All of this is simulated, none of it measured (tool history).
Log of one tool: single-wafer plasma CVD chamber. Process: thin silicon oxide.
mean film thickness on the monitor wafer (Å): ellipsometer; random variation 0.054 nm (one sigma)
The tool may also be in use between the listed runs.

run  hour  heater temperature setpoint (K)  chamber pressure (Pa)  RF power (W)  deposition time (s)  mean film thickness on the monitor wafer (Å)
  1   0.0                           683.15                    135           205                 7.82                                        145.56
  2   4.2                           683.15                    135           205                 7.82                                        145.17
  3   5.0                           683.15                    135           205                 7.45                                        137.08
  4  11.9                           683.15                    129           205                 7.45                                        132.41
  5  19.4                           683.15                    125           205                 7.45                                        128.58
  6  25.7                           683.15                    123           205                 7.45                                        125.16

Forecast run 7:
  7  27.1                           683.15                    121           205                 7.45                                             ?

mean film thickness on the monitor wafer (Å): 123.22
